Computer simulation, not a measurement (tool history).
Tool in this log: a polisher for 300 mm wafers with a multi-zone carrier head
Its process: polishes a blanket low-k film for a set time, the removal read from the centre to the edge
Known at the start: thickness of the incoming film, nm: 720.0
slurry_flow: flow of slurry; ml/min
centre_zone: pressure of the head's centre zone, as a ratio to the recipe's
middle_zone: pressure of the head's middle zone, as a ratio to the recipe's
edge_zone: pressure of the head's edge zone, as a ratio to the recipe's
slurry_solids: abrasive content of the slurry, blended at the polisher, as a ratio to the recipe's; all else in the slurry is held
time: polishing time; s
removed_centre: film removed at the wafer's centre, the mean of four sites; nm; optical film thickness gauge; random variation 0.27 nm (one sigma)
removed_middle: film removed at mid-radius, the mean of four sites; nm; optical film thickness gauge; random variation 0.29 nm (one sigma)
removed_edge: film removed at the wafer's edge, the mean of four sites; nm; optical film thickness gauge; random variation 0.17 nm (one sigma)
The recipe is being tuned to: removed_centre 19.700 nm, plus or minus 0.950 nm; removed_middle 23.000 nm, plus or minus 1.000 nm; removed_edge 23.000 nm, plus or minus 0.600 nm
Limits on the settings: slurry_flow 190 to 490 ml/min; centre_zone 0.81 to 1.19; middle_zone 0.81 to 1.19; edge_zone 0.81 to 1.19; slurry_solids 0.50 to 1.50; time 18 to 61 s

Run 1, hour 0.0: slurry_flow 315 ml/min, centre_zone 1.00, middle_zone 1.00, edge_zone 1.00, slurry_solids 1.00, time 39 s. Result: removed_centre 18.301 nm, removed_middle 19.135 nm, removed_edge 18.860 nm.
Run 2, hour 2.2: slurry_flow 315 ml/min, centre_zone 1.00, middle_zone 1.00, edge_zone 0.97, slurry_solids 1.00, time 39 s. Result: removed_centre 18.946 nm, removed_middle 19.486 nm, removed_edge 18.409 nm.
Run 3, hour 10.0: slurry_flow 315 ml/min, centre_zone 1.00, middle_zone 1.00, edge_zone 0.97, slurry_solids 0.80, time 39 s. Result: removed_centre 16.427 nm, removed_middle 16.811 nm, removed_edge 16.603 nm.
Run 4, hour 11.4: slurry_flow 360 ml/min, centre_zone 1.00, middle_zone 1.00, edge_zone 0.97, slurry_solids 0.80, time 39 s. Result: removed_centre 16.544 nm, removed_middle 17.231 nm, removed_edge 16.711 nm.
Run 5, hour 17.9: slurry_flow 320 ml/min, centre_zone 1.00, middle_zone 1.00, edge_zone 0.97, slurry_solids 0.80, time 39 s. Result: removed_centre 16.458 nm, removed_middle 17.150 nm, removed_edge 16.329 nm.
Run 6, hour 23.2: slurry_flow 330 ml/min, centre_zone 1.00, middle_zone 1.02, edge_zone 1.00, slurry_solids 0.85, time 39 s. Result: removed_centre 16.981 nm, removed_middle 17.936 nm, removed_edge 17.570 nm.
Run 7, hour 31.9: slurry_flow 335 ml/min, centre_zone 1.01, middle_zone 1.04, edge_zone 1.03, slurry_solids 0.90, time 39 s. Result: removed_centre 17.897 nm, removed_middle 19.008 nm, removed_edge 18.300 nm.
Run 8, hour 40.2: slurry_flow 335 ml/min, centre_zone 1.00, middle_zone 1.05, edge_zone 1.05, slurry_solids 0.95, time 39 s. Result: removed_centre 18.650 nm, removed_middle 19.336 nm, removed_edge 19.086 nm.
Run 9, hour 46.9: slurry_flow 335 ml/min, centre_zone 0.98, middle_zone 1.07, edge_zone 1.07, slurry_solids 1.00, time 39 s. Result: removed_centre 18.695 nm, removed_middle 20.405 nm, removed_edge 19.707 nm.

4 candidate next runs follow, results not yet known. Just one meets every target within its allowed miss. Identify it.
Run A, hour 53.6: slurry_flow 300 ml/min, centre_zone 0.87, middle_zone 0.96, edge_zone 1.18, slurry_solids 0.95, time 43 s. Result: removed_centre ?, removed_middle ?, removed_edge ?.
Run B, hour 53.6: slurry_flow 335 ml/min, centre_zone 0.93, middle_zone 1.07, edge_zone 1.14, slurry_solids 1.25, time 40 s. Result: removed_centre ?, removed_middle ?, removed_edge ?.
Run C, hour 53.6: slurry_flow 315 ml/min, centre_zone 0.83, middle_zone 1.01, edge_zone 1.15, slurry_solids 0.90, time 50 s. Result: removed_centre ?, removed_middle ?, removed_edge ?.
Run D, hour 53.6: slurry_flow 310 ml/min, centre_zone 1.09, middle_zone 1.05, edge_zone 1.03, slurry_solids 1.05, time 37 s. Result: removed_centre ?, removed_middle ?, removed_edge ?.

move  removed_centre  removed_middle  removed_edge
   A          17.441          19.510        21.859
   B          20.119          23.014        23.017
   C          18.878          23.097        24.412
   D          19.942          19.134        18.531
A: closer than the last run, but not yet in spec
B: in spec on every target
C: the result that was furthest off in the last run now lies on the other side of its target
D: misses by more than the last run did
Correct choice: B, which meets every target

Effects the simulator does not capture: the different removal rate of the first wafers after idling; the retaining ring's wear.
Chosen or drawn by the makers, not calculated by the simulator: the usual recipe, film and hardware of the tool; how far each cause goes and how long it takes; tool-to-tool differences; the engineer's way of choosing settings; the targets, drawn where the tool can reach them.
